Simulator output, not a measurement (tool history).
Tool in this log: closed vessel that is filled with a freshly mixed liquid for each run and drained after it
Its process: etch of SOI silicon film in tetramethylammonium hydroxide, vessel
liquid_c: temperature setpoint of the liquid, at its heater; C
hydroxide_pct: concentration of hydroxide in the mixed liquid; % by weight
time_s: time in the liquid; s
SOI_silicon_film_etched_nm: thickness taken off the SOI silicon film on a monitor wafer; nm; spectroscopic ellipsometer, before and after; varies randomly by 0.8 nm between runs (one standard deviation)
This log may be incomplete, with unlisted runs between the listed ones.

run	hour	liquid_c	hydroxide_pct	time_s	SOI_silicon_film_etched_nm
1	0	63	12.5	30	120.39
2	6.4	68	12.5	30	159.81
3	14.4	70.5	12.5	30	188.34
4	17.7	68.5	12.5	30	168.84
5	25.9	67	12.5	30	154.19
6	34.9	67	12.5	30	151.75
7	36	65.5	12.5	30	138.96
8	40	64.5	12.5	30	132.85
9	46	63.5	12.5	30	125.75
10	54.6	62.5	12.5	30	117.32
11	62.7	62	12.5	30	111.28
12	64.7	61.5	12.5	30	108.64

Run 13 comes next. What will it give?
13	72.2	61	12.5	30	?

SOI_silicon_film_etched_nm: 107.34 nm
